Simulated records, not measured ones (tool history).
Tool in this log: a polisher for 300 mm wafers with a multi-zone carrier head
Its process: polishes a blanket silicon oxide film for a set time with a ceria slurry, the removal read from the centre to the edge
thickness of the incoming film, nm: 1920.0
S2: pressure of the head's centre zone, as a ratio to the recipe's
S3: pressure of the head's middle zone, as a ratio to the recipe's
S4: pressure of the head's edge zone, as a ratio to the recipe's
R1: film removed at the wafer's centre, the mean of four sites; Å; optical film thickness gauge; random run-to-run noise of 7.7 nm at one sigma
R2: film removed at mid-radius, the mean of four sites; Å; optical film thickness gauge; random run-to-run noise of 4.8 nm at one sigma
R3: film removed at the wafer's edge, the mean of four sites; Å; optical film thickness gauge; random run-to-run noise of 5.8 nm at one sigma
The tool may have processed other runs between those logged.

{"run": 1, "hour": 0.0, "flow of slurry (ml/min)": 285, "S2": 1.0, "S3": 1.0, "S4": 1.0, "polishing time (s)": 89, "R1": 4398.1, "R2": 4494.6, "R3": 4387.1}
{"run": 2, "hour": 0.7, "flow of slurry (ml/min)": 290, "S2": 1.02, "S3": 0.99, "S4": 1.02, "polishing time (s)": 91, "R1": 4705.0, "R2": 4537.8, "R3": 4425.5}
{"run": 3, "hour": 9.5, "flow of slurry (ml/min)": 285, "S2": 1.02, "S3": 0.97, "S4": 1.03, "polishing time (s)": 94, "R1": 4869.2, "R2": 4566.3, "R3": 4533.2}
{"run": 4, "hour": 10.3, "flow of slurry (ml/min)": 285, "S2": 1.02, "S3": 0.97, "S4": 0.97, "polishing time (s)": 94, "R1": 4892.0, "R2": 4625.0, "R3": 4502.3}
{"run": 5, "hour": 15.4, "flow of slurry (ml/min)": 285, "S2": 1.1, "S3": 0.97, "S4": 0.97, "polishing time (s)": 94, "R1": 5145.2, "R2": 4643.7, "R3": 4440.0}
{"run": 6, "hour": 18.1, "flow of slurry (ml/min)": 285, "S2": 1.18, "S3": 0.97, "S4": 0.97, "polishing time (s)": 94, "R1": 5539.9, "R2": 4662.4, "R3": 4516.2}
{"run": 7, "hour": 26.3, "flow of slurry (ml/min)": 295, "S2": 1.16, "S3": 0.95, "S4": 1.07, "polishing time (s)": 111, "R1": 6250.5, "R2": 5402.6, "R3": 5467.0}

Run 8 has not been measured yet. What should we expect?
{"run": 8, "hour": 28.5, "flow of slurry (ml/min)": 295, "S2": 1.16, "S3": 0.95, "S4": 1.07, "polishing time (s)": 111, "R1": "?", "R2": "?", "R3": "?"}

{"run 8": {"R1": 6287.5, "R2": 5429.5, "R3": 5517.5}}

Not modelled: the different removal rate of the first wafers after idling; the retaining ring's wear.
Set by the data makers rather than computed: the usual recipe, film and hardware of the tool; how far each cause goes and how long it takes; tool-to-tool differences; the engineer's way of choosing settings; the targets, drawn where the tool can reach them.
